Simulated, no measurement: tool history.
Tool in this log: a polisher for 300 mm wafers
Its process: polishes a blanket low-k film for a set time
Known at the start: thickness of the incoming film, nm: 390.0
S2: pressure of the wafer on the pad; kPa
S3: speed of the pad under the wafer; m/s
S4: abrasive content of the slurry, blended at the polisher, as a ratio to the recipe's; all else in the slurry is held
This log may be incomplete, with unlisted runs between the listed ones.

Run 1, day 0.000: flow of slurry (ml/min) 280, S2 15.9 kPa, S3 0.76 m/s, S4 1.00, polishing time (s) 88. Result: film removed (angstrom) 394.34.
Run 2, day 0.104: flow of slurry (ml/min) 280, S2 15.9 kPa, S3 0.76 m/s, S4 1.15, polishing time (s) 88. Result: film removed (angstrom) 426.89.
Run 3, day 0.404: flow of slurry (ml/min) 280, S2 16.5 kPa, S3 0.76 m/s, S4 1.15, polishing time (s) 88. Result: film removed (angstrom) 441.77.
Run 4, day 0.562: flow of slurry (ml/min) 220, S2 16.5 kPa, S3 0.76 m/s, S4 1.15, polishing time (s) 88. Result: film removed (angstrom) 428.94.
Run 5, day 0.700: flow of slurry (ml/min) 220, S2 16.5 kPa, S3 0.76 m/s, S4 1.15, polishing time (s) 92. Result: film removed (angstrom) 449.58.
Run 6, day 0.729: flow of slurry (ml/min) 220, S2 16.5 kPa, S3 0.66 m/s, S4 1.15, polishing time (s) 92. Result: film removed (angstrom) 401.71.
Run 7, day 0.908: flow of slurry (ml/min) 230, S2 17.2 kPa, S3 0.66 m/s, S4 1.15, polishing time (s) 92. Result: film removed (angstrom) 418.56.

Run 8 has not been measured yet. What should we expect?
Run 8, day 1.092: flow of slurry (ml/min) 230, S2 21.4 kPa, S3 0.68 m/s, S4 1.15, polishing time (s) 92. Result: film removed (angstrom) ?.

Run 8 produced film removed (angstrom) 496.88.
